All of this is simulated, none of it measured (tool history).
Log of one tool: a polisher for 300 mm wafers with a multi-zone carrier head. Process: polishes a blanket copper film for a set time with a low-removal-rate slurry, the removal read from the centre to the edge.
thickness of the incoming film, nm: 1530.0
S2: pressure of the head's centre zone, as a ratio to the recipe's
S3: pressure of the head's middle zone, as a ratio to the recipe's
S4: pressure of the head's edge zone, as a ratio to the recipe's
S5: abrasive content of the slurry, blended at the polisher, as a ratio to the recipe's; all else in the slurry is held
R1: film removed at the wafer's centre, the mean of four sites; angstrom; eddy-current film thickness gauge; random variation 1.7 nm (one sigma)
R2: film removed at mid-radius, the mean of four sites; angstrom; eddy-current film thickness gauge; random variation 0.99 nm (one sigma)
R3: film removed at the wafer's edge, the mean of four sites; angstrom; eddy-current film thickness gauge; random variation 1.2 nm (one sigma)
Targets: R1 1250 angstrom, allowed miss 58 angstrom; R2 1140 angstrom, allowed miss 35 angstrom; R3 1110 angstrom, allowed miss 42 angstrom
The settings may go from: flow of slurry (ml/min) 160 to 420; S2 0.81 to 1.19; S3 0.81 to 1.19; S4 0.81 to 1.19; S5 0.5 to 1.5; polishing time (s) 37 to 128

{"run": 1, "hour": 0.0, "flow of slurry (ml/min)": 270, "S2": 1, "S3": 1, "S4": 1, "S5": 1, "polishing time (s)": 82, "R1": 2009.8, "R2": 1967, "R3": 1967.1}
{"run": 2, "hour": 8.4, "flow of slurry (ml/min)": 270, "S2": 1, "S3": 1, "S4": 1, "S5": 1, "polishing time (s)": 74, "R1": 1798.1, "R2": 1749, "R3": 1756.7}
{"run": 3, "hour": 13.9, "flow of slurry (ml/min)": 270, "S2": 1, "S3": 1, "S4": 0.99, "S5": 0.95, "polishing time (s)": 72, "R1": 1779, "R2": 1678.8, "R3": 1706.7}
{"run": 4, "hour": 20.9, "flow of slurry (ml/min)": 270, "S2": 0.99, "S3": 1.01, "S4": 0.98, "S5": 0.9, "polishing time (s)": 69, "R1": 1631.8, "R2": 1634.7, "R3": 1599}
{"run": 5, "hour": 28.2, "flow of slurry (ml/min)": 215, "S2": 0.99, "S3": 1.01, "S4": 0.98, "S5": 0.9, "polishing time (s)": 69, "R1": 1590.2, "R2": 1589.7, "R3": 1561.2}
{"run": 6, "hour": 35.0, "flow of slurry (ml/min)": 215, "S2": 0.99, "S3": 1.05, "S4": 0.98, "S5": 0.9, "polishing time (s)": 69, "R1": 1615.2, "R2": 1617.8, "R3": 1558}
{"run": 7, "hour": 37.3, "flow of slurry (ml/min)": 220, "S2": 1.06, "S3": 0.95, "S4": 0.89, "S5": 0.65, "polishing time (s)": 48, "R1": 1154.4, "R2": 1005.9, "R3": 996.87}
{"run": 8, "hour": 45.2, "flow of slurry (ml/min)": 230, "S2": 1.06, "S3": 0.96, "S4": 0.9, "S5": 0.65, "polishing time (s)": 48, "R1": 1126.2, "R2": 1009.6, "R3": 994.3}
{"run": 9, "hour": 49.6, "flow of slurry (ml/min)": 230, "S2": 1.06, "S3": 0.97, "S4": 0.91, "S5": 0.65, "polishing time (s)": 48, "R1": 1136.2, "R2": 1039.6, "R3": 1010.6}
{"run": 10, "hour": 55.2, "flow of slurry (ml/min)": 235, "S2": 1.07, "S3": 0.97, "S4": 0.92, "S5": 0.65, "polishing time (s)": 48, "R1": 1191.7, "R2": 1030.4, "R3": 1021.9}
{"run": 11, "hour": 57.0, "flow of slurry (ml/min)": 240, "S2": 1.07, "S3": 0.98, "S4": 0.93, "S5": 0.65, "polishing time (s)": 48, "R1": 1137.8, "R2": 1040.4, "R3": 1019.1}
{"run": 12, "hour": 62.5, "flow of slurry (ml/min)": 250, "S2": 1.08, "S3": 1, "S4": 0.95, "S5": 0.75, "polishing time (s)": 48, "R1": 1211.7, "R2": 1079.7, "R3": 1043.4}

4 next moves are on the table. One of them brings every result within its allowed miss. Which?
{"run": "A", "hour": 68.0, "flow of slurry (ml/min)": 300, "S2": 1.09, "S3": 1.11, "S4": 0.96, "S5": 0.7, "polishing time (s)": 46, "R1": "?", "R2": "?", "R3": "?"}
{"run": "B", "hour": 68.0, "flow of slurry (ml/min)": 350, "S2": 1.08, "S3": 1.02, "S4": 1, "S5": 0.85, "polishing time (s)": 47, "R1": "?", "R2": "?", "R3": "?"}
{"run": "C", "hour": 68.0, "flow of slurry (ml/min)": 220, "S2": 1.1, "S3": 0.89, "S4": 0.99, "S5": 0.6, "polishing time (s)": 50, "R1": "?", "R2": "?", "R3": "?"}
{"run": "D", "hour": 68.0, "flow of slurry (ml/min)": 250, "S2": 1.01, "S3": 0.92, "S4": 1.03, "S5": 0.65, "polishing time (s)": 49, "R1": "?", "R2": "?", "R3": "?"}

move=A R1=1162 R2=1142.3 R3=1016.6
move=B R1=1224.8 R2=1129.9 R3=1099.9
move=C R1=1204.1 R2=978.33 R3=1076.3
move=D R1=1111.7 R2=1010.2 R3=1097.3
A: brings the result that was furthest off to its target, and leaves another outside
B: meets every target
C: further off than the last run
D: further off than the last run
The right move is B.

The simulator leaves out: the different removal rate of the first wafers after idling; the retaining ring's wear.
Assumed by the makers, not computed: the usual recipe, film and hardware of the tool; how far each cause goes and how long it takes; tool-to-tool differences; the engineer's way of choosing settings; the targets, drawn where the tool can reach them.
